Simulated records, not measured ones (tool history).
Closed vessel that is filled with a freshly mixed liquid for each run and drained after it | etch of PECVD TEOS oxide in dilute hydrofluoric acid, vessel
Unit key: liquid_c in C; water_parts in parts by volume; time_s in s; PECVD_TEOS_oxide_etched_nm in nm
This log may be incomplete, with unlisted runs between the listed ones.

run 1 hour=0.0 | liquid_c=23.0 water_parts=130 time_s=370 | PECVD_TEOS_oxide_etched_nm=42.713
run 2 hour=5.7 | liquid_c=22.0 water_parts=130 time_s=370 | PECVD_TEOS_oxide_etched_nm=40.985
run 3 hour=12.9 | liquid_c=21.5 water_parts=130 time_s=370 | PECVD_TEOS_oxide_etched_nm=40.241
run 4 hour=13.7 | liquid_c=24.0 water_parts=130 time_s=370 | PECVD_TEOS_oxide_etched_nm=44.747
-- hour=19.7 thermometer replaced
run 5 hour=19.7 | liquid_c=24.0 water_parts=130 time_s=395 | PECVD_TEOS_oxide_etched_nm=50.169
run 6 hour=24.8 | liquid_c=24.0 water_parts=150 time_s=395 | PECVD_TEOS_oxide_etched_nm=41.915
run 7 hour=32.4 | liquid_c=23.5 water_parts=150 time_s=395 | PECVD_TEOS_oxide_etched_nm=41.273
run 8 hour=35.6 | liquid_c=23.0 water_parts=150 time_s=395 | PECVD_TEOS_oxide_etched_nm=40.948
run 9 hour=42.9 | liquid_c=22.5 water_parts=150 time_s=395 | PECVD_TEOS_oxide_etched_nm=39.983
run 10 hour=50.6 | liquid_c=22.0 water_parts=150 time_s=395 | PECVD_TEOS_oxide_etched_nm=38.927
run 11 hour=55.4 | liquid_c=21.5 water_parts=150 time_s=395 | PECVD_TEOS_oxide_etched_nm=37.970

Expected results for the next run?
run 12 hour=62.6 | liquid_c=21.0 water_parts=150 time_s=395 | PECVD_TEOS_oxide_etched_nm=?

{"run 12": {"PECVD_TEOS_oxide_etched_nm": 37.398}}
